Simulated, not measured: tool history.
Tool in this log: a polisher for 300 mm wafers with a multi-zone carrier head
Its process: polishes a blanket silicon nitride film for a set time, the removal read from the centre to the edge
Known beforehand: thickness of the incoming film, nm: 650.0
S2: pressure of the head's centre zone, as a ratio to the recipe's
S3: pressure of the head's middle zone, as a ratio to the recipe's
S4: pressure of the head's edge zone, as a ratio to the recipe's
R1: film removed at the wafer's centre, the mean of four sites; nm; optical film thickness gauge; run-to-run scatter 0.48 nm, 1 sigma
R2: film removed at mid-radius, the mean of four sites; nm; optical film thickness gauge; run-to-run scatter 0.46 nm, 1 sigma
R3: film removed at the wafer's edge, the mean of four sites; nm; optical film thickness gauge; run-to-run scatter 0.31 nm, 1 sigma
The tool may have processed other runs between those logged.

{"run": 1, "hour": 0.0, "flow of slurry (ml/min)": 135, "S2": 1, "S3": 1, "S4": 1, "polishing time (s)": 44, "R1": 71.542, "R2": 72.765, "R3": 72.69}
{"run": 2, "hour": 4.2, "flow of slurry (ml/min)": 135, "S2": 1, "S3": 1, "S4": 1.08, "polishing time (s)": 44, "R1": 72.152, "R2": 75.055, "R3": 75.367}
{"run": 3, "hour": 9.6, "flow of slurry (ml/min)": 120, "S2": 1.01, "S3": 0.97, "S4": 1.02, "polishing time (s)": 38, "R1": 60.645, "R2": 60.233, "R3": 62.177}
{"run": 4, "hour": 15.6, "flow of slurry (ml/min)": 120, "S2": 1.01, "S3": 0.97, "S4": 1.05, "polishing time (s)": 38, "R1": 61.855, "R2": 60.569, "R3": 64.011}
{"run": 5, "hour": 18.0, "flow of slurry (ml/min)": 100, "S2": 1.01, "S3": 0.97, "S4": 1.05, "polishing time (s)": 38, "R1": 57.453, "R2": 57.455, "R3": 60.566}
{"run": 6, "hour": 19.0, "flow of slurry (ml/min)": 100, "S2": 1.01, "S3": 1.05, "S4": 1.05, "polishing time (s)": 38, "R1": 57.858, "R2": 62.134, "R3": 61.088}
{"run": 7, "hour": 21.0, "flow of slurry (ml/min)": 95, "S2": 1.02, "S3": 1.01, "S4": 1.01, "polishing time (s)": 33, "R1": 48.66, "R2": 50.642, "R3": 50.255}
{"run": 8, "hour": 23.2, "flow of slurry (ml/min)": 90, "S2": 1.02, "S3": 0.96, "S4": 0.97, "polishing time (s)": 31, "R1": 46.001, "R2": 44.128, "R3": 46.706}
{"run": 9, "hour": 25.4, "flow of slurry (ml/min)": 90, "S2": 1.02, "S3": 0.94, "S4": 0.94, "polishing time (s)": 30, "R1": 44.105, "R2": 43.636, "R3": 44.983}

Run 10 has not been measured yet. What should we expect?
{"run": 10, "hour": 28.5, "flow of slurry (ml/min)": 90, "S2": 1.03, "S3": 0.91, "S4": 0.92, "polishing time (s)": 28, "R1": "?", "R2": "?", "R3": "?"}

R1: 40.962 nm
R2: 37.857 nm
R3: 41.308 nm
